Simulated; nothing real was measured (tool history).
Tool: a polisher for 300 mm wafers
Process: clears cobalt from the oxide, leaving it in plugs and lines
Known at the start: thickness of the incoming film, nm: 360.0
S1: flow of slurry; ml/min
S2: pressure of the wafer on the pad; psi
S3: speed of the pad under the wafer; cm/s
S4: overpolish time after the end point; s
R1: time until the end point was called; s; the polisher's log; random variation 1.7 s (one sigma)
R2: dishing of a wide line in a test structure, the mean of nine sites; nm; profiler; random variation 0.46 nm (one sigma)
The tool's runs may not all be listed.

{"run": 1, "day": 0.0, "S1": 315, "S2": 2.2, "S3": 114, "S4": 18, "R1": 52.687, "R2": 31.563}
{"run": 2, "day": 0.254, "S1": 315, "S2": 2.2, "S3": 142, "S4": 18, "R1": 42.858, "R2": 31.945}
{"run": 3, "day": 0.333, "S1": 315, "S2": 2.2, "S3": 142, "S4": 15, "R1": 42.545, "R2": 31.045}
{"run": 4, "day": 0.55, "S1": 315, "S2": 2.1, "S3": 138, "S4": 16, "R1": 45.63, "R2": 32.248}
{"run": 5, "day": 0.783, "S1": 315, "S2": 2.0, "S3": 130, "S4": 15, "R1": 50.278, "R2": 30.934}
{"run": 6, "day": 1.004, "S1": 315, "S2": 1.9, "S3": 126, "S4": 15, "R1": 55.526, "R2": 30.542}
{"run": 7, "day": 1.346, "S1": 315, "S2": 1.8, "S3": 124, "S4": 16, "R1": 57.569, "R2": 31.112}
{"run": 8, "day": 1.554, "S1": 315, "S2": 1.8, "S3": 124, "S4": 16, "R1": 56.084, "R2": 31.553}

Run 9 comes next. What will it give?
{"run": 9, "day": 1.846, "S1": 315, "S2": 1.7, "S3": 120, "S4": 16, "R1": "?", "R2": "?"}

R1: 60.004 s
R2: 30.340 nm
